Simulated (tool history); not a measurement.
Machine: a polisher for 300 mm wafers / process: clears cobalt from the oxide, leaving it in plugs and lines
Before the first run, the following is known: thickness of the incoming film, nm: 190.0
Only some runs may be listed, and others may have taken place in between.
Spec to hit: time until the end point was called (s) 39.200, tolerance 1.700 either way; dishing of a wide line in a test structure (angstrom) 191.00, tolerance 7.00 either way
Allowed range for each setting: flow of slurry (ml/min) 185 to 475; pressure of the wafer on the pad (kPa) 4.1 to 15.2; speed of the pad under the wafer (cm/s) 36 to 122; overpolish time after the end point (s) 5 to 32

run    day  flow of slurry (ml/min)  pressure of the wafer on the pad (kPa)  speed of the pad under the wafer (cm/s)  overpolish time after the end point (s)  time until the end point was called (s)  dishing of a wide line in a test structure (angstrom)
  1  0.000                      305                                     9.7                                       78                                       16                                   64.781                                                 297.99
  2  0.246                      295                                    10.3                                       78                                       13                                   61.022                                                 276.62
  3  0.462                      295                                    10.3                                       88                                       13                                   57.418                                                 285.60
  4  0.712                      345                                    10.3                                       98                                       11                                   53.144                                                 270.43
  5  0.879                      345                                    11.7                                       98                                       11                                   47.926                                                 297.62
  6  0.962                      345                                    13.1                                       98                                       11                                   41.441                                                 312.08
  7  1.217                      380                                    13.8                                       92                                        9                                   41.640                                                 279.79
  8  1.538                      465                                    15.2                                       72                                        5                                   43.626                                                 178.74

Which single option among these 4 for the next run brings every result within its allowed miss of target? Just one does.
  A  1.858                      450                                    15.2                                       98                                        5                                        ?                                                      ?
  B  1.858                      475                                    15.2                                      100                                        5                                        ?                                                      ?
  C  1.858                      445                                    15.2                                       96                                        5                                        ?                                                      ?
  D  1.858                      420                                    15.2                                       84                                        5                                        ?                                                      ?

move  time until the end point was called (s)  dishing of a wide line in a test structure (angstrom)
   A                                   36.171                                                 204.56
   B                                   35.578                                                 207.11
   C                                   36.699                                                 202.35
   D                                   40.188                                                 188.80
A: pushes the last run's worst result past its target
B: pushes the last run's worst result past its target
C: pushes the last run's worst result past its target
D: all results in spec
So the answer is move D, the one that meets all the targets.
